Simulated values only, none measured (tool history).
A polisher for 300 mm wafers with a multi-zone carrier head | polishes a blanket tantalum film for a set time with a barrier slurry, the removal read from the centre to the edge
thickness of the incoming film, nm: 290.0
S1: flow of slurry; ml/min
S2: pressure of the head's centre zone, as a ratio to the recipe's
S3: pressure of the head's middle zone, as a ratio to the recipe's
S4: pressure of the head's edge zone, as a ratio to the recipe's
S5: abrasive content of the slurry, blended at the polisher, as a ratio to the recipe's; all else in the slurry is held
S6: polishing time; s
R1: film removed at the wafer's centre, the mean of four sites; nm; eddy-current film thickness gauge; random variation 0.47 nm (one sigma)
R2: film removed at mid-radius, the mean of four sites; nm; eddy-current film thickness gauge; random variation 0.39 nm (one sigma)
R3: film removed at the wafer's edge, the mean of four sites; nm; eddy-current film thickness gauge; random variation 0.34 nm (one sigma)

| run | hour | S1 | S2 | S3 | S4 | S5 | S6 | R1 | R2 | R3 |
|---|---|---|---|---|---|---|---|---|---|---|
| 1 | 0 | 145 | 1 | 1 | 1 | 1 | 31 | 42.925 | 43.508 | 42.682 |
| 2 | 1.8 | 135 | 1.02 | 0.95 | 1 | 1 | 31 | 44.009 | 40.618 | 43.239 |
| 3 | 8.8 | 130 | 1.03 | 0.93 | 0.98 | 0.95 | 31 | 43.567 | 39.15 | 40.728 |
| 4 | 15.7 | 130 | 1.03 | 0.93 | 0.98 | 0.95 | 36 | 50.349 | 45.719 | 48.822 |
| 5 | 19.9 | 120 | 1.03 | 0.9 | 0.97 | 0.85 | 36 | 48.126 | 41.441 | 45.116 |
| 6 | 20.9 | 115 | 1.02 | 0.88 | 0.96 | 0.8 | 36 | 45.45 | 39.99 | 43.821 |
| 7 | 27.6 | 115 | 1.02 | 0.88 | 0.96 | 0.8 | 36 | 45.109 | 40.508 | 44.539 |
| 8 | 29.5 | 110 | 1.03 | 0.86 | 0.96 | 0.75 | 36 | 44.171 | 36.944 | 42.763 |
| 9 | 37.1 | 105 | 1.03 | 0.85 | 0.95 | 0.75 | 36 | 42.958 | 37.411 | 41.617 |
| 10 | 45.2 | 100 | 1.04 | 0.84 | 0.96 | 0.75 | 36 | 43.139 | 35.702 | 42.588 |

The next listed run, before its measurement:
| 11 | 49.4 | 90 | 1.06 | 0.82 | 0.89 | 0.7 | 36 | ? | ? | ? |

{"run 11": {"R1": 41.399, "R2": 33.475, "R3": 38.943}}
